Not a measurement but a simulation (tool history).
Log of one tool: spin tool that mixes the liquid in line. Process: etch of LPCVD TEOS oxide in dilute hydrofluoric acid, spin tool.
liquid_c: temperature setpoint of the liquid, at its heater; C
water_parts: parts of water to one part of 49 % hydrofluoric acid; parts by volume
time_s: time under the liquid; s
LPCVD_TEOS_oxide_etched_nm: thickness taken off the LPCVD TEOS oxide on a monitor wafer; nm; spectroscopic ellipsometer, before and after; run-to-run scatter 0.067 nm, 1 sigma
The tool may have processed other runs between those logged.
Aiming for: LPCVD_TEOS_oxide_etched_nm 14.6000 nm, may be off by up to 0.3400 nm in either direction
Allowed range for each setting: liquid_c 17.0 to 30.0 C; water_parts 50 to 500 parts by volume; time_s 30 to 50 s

| run | hour | liquid_c | water_parts | time_s | LPCVD_TEOS_oxide_etched_nm |
|---|---|---|---|---|---|
| 1 | 0.0 | 22.0 | 275 | 50 | 4.3413 |
| 2 | 3.3 | 22.0 | 345 | 50 | 3.2557 |
| 3 | 6.3 | 22.0 | 410 | 50 | 2.5747 |
| 4 | 13.3 | 23.5 | 350 | 50 | 3.3640 |
| 5 | 15.8 | 24.5 | 300 | 50 | 4.2522 |
| 6 | 18.0 | 25.5 | 255 | 50 | 5.3944 |
| 7 | 24.7 | 26.0 | 220 | 50 | 6.5869 |
|  | 28.2 | thermometer replaced |
| 8 | 28.2 | 30.0 | 110 | 50 | 16.6970 |
| 9 | 29.9 | 29.5 | 110 | 50 | 16.3860 |
| 10 | 35.0 | 29.0 | 110 | 50 | 16.0440 |
| 11 | 39.3 | 28.5 | 110 | 50 | 15.7590 |
| 12 | 46.1 | 28.0 | 110 | 50 | 15.6220 |
| 13 | 47.0 | 27.5 | 110 | 50 | 15.0420 |

Consider the 4 candidate settings below. Which is the only one whose results all fall within their allowed miss of target?
| A | 47.9 | 28.0 | 115 | 50 | ? |
| B | 47.9 | 30.0 | 130 | 50 | ? |
| C | 47.9 | 28.5 | 125 | 50 | ? |
| D | 47.9 | 27.5 | 120 | 50 | ? |

| move | LPCVD_TEOS_oxide_etched_nm |
|---|---|
| A | 14.6300 |
| B | 13.6640 |
| C | 13.5350 |
| D | 13.6690 |
A: all results land within tolerance of their targets
B: pushes the last run's worst result past its target
C: pushes the last run's worst result past its target
D: pushes the last run's worst result past its target
So the answer is move A, the one that meets all the targets.
